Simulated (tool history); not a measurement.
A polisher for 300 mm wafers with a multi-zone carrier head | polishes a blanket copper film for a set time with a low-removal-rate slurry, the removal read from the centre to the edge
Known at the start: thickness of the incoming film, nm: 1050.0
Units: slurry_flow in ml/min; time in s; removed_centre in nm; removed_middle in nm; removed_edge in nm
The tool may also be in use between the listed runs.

run	hour	slurry_flow	centre_zone	middle_zone	edge_zone	slurry_solids	time	removed_centre	removed_middle	removed_edge
1	0	225	1	1	1	1	55	201.95	197.39	198.53
2	3.1	240	1.01	1.02	1.05	1.1	55	209.79	207.83	207.6
3	10.5	240	0.94	1.02	1.05	1.1	55	193.41	208.08	211.94
4	16.2	255	0.96	1.02	1.08	1.2	55	203.84	209.63	216.44
5	23.6	255	0.96	1.02	1.08	1.2	45	166.48	174.91	175.45
6	30.4	245	0.97	1.03	1.1	1.3	49	187.77	191.06	195.92

Estimate the outcome of run 7 from the log above:
7	35.8	240	0.97	1.05	1.11	1.35	52	?	?	?

{"run 7": {"removed_centre": 196.16, "removed_middle": 208.67, "removed_edge": 212.68}}
